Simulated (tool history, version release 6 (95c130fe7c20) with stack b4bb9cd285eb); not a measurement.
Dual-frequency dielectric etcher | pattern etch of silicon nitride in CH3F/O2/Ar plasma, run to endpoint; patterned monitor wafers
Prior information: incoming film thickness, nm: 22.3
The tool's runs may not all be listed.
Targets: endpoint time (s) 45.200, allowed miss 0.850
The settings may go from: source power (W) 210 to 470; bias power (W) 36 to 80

| run | hour | source power (W) | bias power (W) | endpoint time (s) |
|---|---|---|---|---|
| 1 | 0.0 | 340 | 58 | 39.538 |
| 2 | 7.5 | 400 | 58 | 36.458 |
| 3 | 14.1 | 350 | 58 | 39.479 |
| 4 | 14.9 | 350 | 66 | 36.811 |
| 5 | 21.2 | 320 | 66 | 39.121 |
| 6 | 26.2 | 290 | 65 | 41.694 |
| 7 | 28.2 | 280 | 65 | 42.372 |
| 8 | 33.6 | 270 | 65 | 43.240 |
| 9 | 40.9 | 260 | 65 | 44.128 |
| 10 | 47.5 | 260 | 65 | 44.239 |

Exactly one of the 4 candidate moves below puts every result within its allowed miss. Which one?
| A | 54.1 | 290 | 61 | ? |
| B | 54.1 | 280 | 63 | ? |
| C | 54.1 | 260 | 63 | ? |
| D | 54.1 | 270 | 67 | ? |

| move | endpoint time (s) |
|---|---|
| A | 42.271 |
| B | 42.532 |
| C | 44.471 |
| D | 42.281 |
A: lands further from the targets than the last run did
B: lands further from the targets than the last run did
C: every result lands within tolerance
D: lands further from the targets than the last run did
The move that meets every target is C.

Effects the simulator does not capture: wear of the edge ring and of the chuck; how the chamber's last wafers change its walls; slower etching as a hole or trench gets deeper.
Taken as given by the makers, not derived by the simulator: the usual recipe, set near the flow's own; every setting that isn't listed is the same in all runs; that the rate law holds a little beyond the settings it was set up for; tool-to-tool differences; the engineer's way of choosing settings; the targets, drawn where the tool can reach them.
